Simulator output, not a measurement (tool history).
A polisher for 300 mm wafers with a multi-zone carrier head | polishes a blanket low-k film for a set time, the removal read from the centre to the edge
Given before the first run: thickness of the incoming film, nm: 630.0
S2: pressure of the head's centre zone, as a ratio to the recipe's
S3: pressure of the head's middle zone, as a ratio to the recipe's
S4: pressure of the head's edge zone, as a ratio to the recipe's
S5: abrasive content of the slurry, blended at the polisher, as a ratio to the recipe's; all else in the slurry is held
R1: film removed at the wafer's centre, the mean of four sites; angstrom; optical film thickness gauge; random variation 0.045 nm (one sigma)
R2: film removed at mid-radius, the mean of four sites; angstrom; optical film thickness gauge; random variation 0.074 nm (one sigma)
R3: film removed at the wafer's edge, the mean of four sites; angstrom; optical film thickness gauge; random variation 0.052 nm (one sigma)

{"run": 1, "hour": 0.0, "flow of slurry (ml/min)": 180, "S2": 1.0, "S3": 1.0, "S4": 1.0, "S5": 1.0, "polishing time (s)": 39, "R1": 132.29, "R2": 129.8, "R3": 132.63}
{"run": 2, "hour": 3.7, "flow of slurry (ml/min)": 180, "S2": 1.0, "S3": 1.0, "S4": 0.95, "S5": 1.0, "polishing time (s)": 39, "R1": 132.46, "R2": 133.15, "R3": 130.62}
{"run": 3, "hour": 7.4, "flow of slurry (ml/min)": 180, "S2": 0.94, "S3": 1.0, "S4": 0.95, "S5": 1.0, "polishing time (s)": 39, "R1": 124.23, "R2": 136.22, "R3": 130.81}
{"run": 4, "hour": 13.6, "flow of slurry (ml/min)": 175, "S2": 0.95, "S3": 0.98, "S4": 0.93, "S5": 0.9, "polishing time (s)": 36, "R1": 109.68, "R2": 111.4, "R3": 111.75}
{"run": 5, "hour": 21.4, "flow of slurry (ml/min)": 175, "S2": 0.95, "S3": 0.98, "S4": 0.93, "S5": 0.75, "polishing time (s)": 36, "R1": 97.181, "R2": 100.51, "R3": 98.727}
{"run": 6, "hour": 26.5, "flow of slurry (ml/min)": 175, "S2": 1.03, "S3": 0.98, "S4": 0.93, "S5": 0.75, "polishing time (s)": 36, "R1": 104.72, "R2": 100.56, "R3": 98.487}
{"run": 7, "hour": 30.5, "flow of slurry (ml/min)": 170, "S2": 1.01, "S3": 0.97, "S4": 0.91, "S5": 0.7, "polishing time (s)": 35, "R1": 93.709, "R2": 91.176, "R3": 90.678}
{"run": 8, "hour": 39.1, "flow of slurry (ml/min)": 165, "S2": 1.01, "S3": 0.96, "S4": 0.89, "S5": 0.65, "polishing time (s)": 35, "R1": 89.037, "R2": 87.337, "R3": 84.989}
{"run": 9, "hour": 47.0, "flow of slurry (ml/min)": 155, "S2": 1.0, "S3": 0.94, "S4": 0.87, "S5": 0.65, "polishing time (s)": 35, "R1": 87.327, "R2": 83.525, "R3": 83.158}

Expected results for the next run?
{"run": 10, "hour": 48.1, "flow of slurry (ml/min)": 150, "S2": 0.99, "S3": 0.94, "S4": 0.86, "S5": 0.65, "polishing time (s)": 35, "R1": "?", "R2": "?", "R3": "?"}

{"run 10": {"R1": 86.71, "R2": 83.372, "R3": 83.029}}
